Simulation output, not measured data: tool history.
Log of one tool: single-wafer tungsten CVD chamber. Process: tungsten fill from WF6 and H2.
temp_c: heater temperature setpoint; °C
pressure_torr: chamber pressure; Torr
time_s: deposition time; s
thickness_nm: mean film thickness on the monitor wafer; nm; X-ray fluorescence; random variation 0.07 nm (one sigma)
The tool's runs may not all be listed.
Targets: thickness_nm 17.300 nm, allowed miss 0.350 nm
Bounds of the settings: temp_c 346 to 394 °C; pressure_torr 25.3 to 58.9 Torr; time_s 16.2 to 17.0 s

{"run": 1, "hour": 0.0, "temp_c": 370, "pressure_torr": 42.1, "time_s": 17.0, "thickness_nm": 29.672}
{"run": 2, "hour": 2.6, "temp_c": 370, "pressure_torr": 38.0, "time_s": 17.0, "thickness_nm": 28.229}
{"run": 3, "hour": 10.2, "temp_c": 377, "pressure_torr": 38.0, "time_s": 17.0, "thickness_nm": 33.433}
{"run": 4, "hour": 13.7, "temp_c": 377, "pressure_torr": 38.0, "time_s": 16.2, "thickness_nm": 31.839}
{"run": 5, "hour": 14.8, "temp_c": 377, "pressure_torr": 33.5, "time_s": 16.2, "thickness_nm": 29.654}
{"run": 6, "hour": 16.2, "temp_c": 377, "pressure_torr": 33.5, "time_s": 17.0, "thickness_nm": 31.353}
{"run": 7, "hour": 19.3, "temp_c": 371, "pressure_torr": 33.3, "time_s": 17.0, "thickness_nm": 27.002}
{"run": 8, "hour": 26.1, "temp_c": 367, "pressure_torr": 33.2, "time_s": 17.0, "thickness_nm": 24.689}
{"run": 9, "hour": 31.1, "temp_c": 364, "pressure_torr": 33.1, "time_s": 17.0, "thickness_nm": 22.782}
{"run": 10, "hour": 33.2, "temp_c": 352, "pressure_torr": 32.7, "time_s": 17.0, "thickness_nm": 16.569}

Which of these 4 next moves meets every target?
{"run": "A", "hour": 35.3, "temp_c": 354, "pressure_torr": 31.8, "time_s": 17.0, "thickness_nm": "?"}
{"run": "B", "hour": 35.3, "temp_c": 350, "pressure_torr": 36.0, "time_s": 16.2, "thickness_nm": "?"}
{"run": "C", "hour": 35.3, "temp_c": 354, "pressure_torr": 30.8, "time_s": 16.3, "thickness_nm": "?"}
{"run": "D", "hour": 35.3, "temp_c": 355, "pressure_torr": 25.7, "time_s": 16.4, "thickness_nm": "?"}

move=A thickness_nm=17.231
move=B thickness_nm=15.764
move=C thickness_nm=16.247
move=D thickness_nm=15.240
A: meets every target
B: further off than the last run
C: further off than the last run
D: further off than the last run
The right move is A.
